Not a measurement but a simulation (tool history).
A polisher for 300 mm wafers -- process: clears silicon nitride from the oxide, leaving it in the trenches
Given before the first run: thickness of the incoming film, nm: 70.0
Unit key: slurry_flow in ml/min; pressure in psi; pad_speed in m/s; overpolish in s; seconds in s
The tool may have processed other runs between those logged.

Run 1, hour 0.0: slurry_flow 190 ml/min, pressure 2.9 psi, pad_speed 0.80 m/s, overpolish 5 s. Result: seconds 107.360 s.
Run 2, hour 4.8: slurry_flow 190 ml/min, pressure 2.7 psi, pad_speed 0.78 m/s, overpolish 5 s. Result: seconds 117.600 s.
Run 3, hour 10.8: slurry_flow 190 ml/min, pressure 3.2 psi, pad_speed 0.78 m/s, overpolish 5 s. Result: seconds 101.240 s.
Run 4, hour 15.4: slurry_flow 190 ml/min, pressure 3.2 psi, pad_speed 0.92 m/s, overpolish 5 s. Result: seconds 89.277 s.
Run 5, hour 22.1: slurry_flow 190 ml/min, pressure 3.2 psi, pad_speed 1.12 m/s, overpolish 5 s. Result: seconds 75.032 s.
At hour 25.1: head pressure recalibrated.
Run 6, hour 25.1: slurry_flow 190 ml/min, pressure 2.5 psi, pad_speed 1.12 m/s, overpolish 5 s. Result: seconds 86.747 s.
Run 7, hour 33.6: slurry_flow 190 ml/min, pressure 2.5 psi, pad_speed 1.12 m/s, overpolish 5 s. Result: seconds 86.335 s.
Run 8, hour 35.8: slurry_flow 185 ml/min, pressure 2.3 psi, pad_speed 1.02 m/s, overpolish 5 s. Result: seconds 102.200 s.
Run 9, hour 44.3: slurry_flow 180 ml/min, pressure 2.2 psi, pad_speed 0.94 m/s, overpolish 5 s. Result: seconds 114.890 s.
Run 10, hour 46.0: slurry_flow 175 ml/min, pressure 2.1 psi, pad_speed 0.88 m/s, overpolish 5 s. Result: seconds 128.200 s.

Run 11 has not been measured yet. What should we expect?
Run 11, hour 51.6: slurry_flow 170 ml/min, pressure 2.0 psi, pad_speed 0.84 m/s, overpolish 5 s. Result: seconds ?.

Run 11 measured seconds 139.700 s.
